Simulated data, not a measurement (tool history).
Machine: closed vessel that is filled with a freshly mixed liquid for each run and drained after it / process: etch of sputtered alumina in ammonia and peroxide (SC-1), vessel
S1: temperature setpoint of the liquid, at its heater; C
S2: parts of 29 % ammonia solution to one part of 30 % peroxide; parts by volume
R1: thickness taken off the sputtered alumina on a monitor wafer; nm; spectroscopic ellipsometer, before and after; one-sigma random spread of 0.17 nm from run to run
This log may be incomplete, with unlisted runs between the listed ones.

Run 1, hour 0.0: S1 51 C, S2 0.6 parts by volume, time in the liquid (s) 250. Result: R1 13.187 nm.
Run 2, hour 1.6: S1 55 C, S2 0.6 parts by volume, time in the liquid (s) 250. Result: R1 16.359 nm.
Run 3, hour 7.7: S1 55 C, S2 0.6 parts by volume, time in the liquid (s) 195. Result: R1 12.886 nm.
Run 4, hour 14.7: S1 55 C, S2 0.6 parts by volume, time in the liquid (s) 250. Result: R1 16.312 nm.
Run 5, hour 21.5: S1 55 C, S2 0.6 parts by volume, time in the liquid (s) 195. Result: R1 12.588 nm.
Run 6, hour 24.7: S1 56 C, S2 0.6 parts by volume, time in the liquid (s) 195. Result: R1 13.440 nm.
Run 7, hour 29.0: S1 57 C, S2 0.6 parts by volume, time in the liquid (s) 195. Result: R1 14.271 nm.

Run 8 is up next; what results do you expect?
Run 8, hour 37.9: S1 58 C, S2 0.6 parts by volume, time in the liquid (s) 195. Result: R1 ?.

R1: 15.013 nm
